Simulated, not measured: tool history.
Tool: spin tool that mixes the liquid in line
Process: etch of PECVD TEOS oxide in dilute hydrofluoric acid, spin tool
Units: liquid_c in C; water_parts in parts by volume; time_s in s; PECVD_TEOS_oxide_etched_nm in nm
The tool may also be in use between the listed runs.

| run | hour | liquid_c | water_parts | time_s | PECVD_TEOS_oxide_etched_nm |
|---|---|---|---|---|---|
| 1 | 0.0 | 24.0 | 105 | 225 | 20.814 |
| 2 | 7.1 | 24.0 | 105 | 225 | 20.917 |
| 3 | 15.2 | 24.0 | 105 | 225 | 20.703 |
| 4 | 22.0 | 27.0 | 105 | 225 | 23.669 |
| 5 | 24.2 | 27.5 | 105 | 225 | 23.677 |
| 6 | 26.3 | 28.0 | 105 | 225 | 24.193 |

Run 7 comes next. What will it give?
| 7 | 30.1 | 28.5 | 105 | 225 | ? |

Run 7 gave PECVD_TEOS_oxide_etched_nm 24.790 nm.
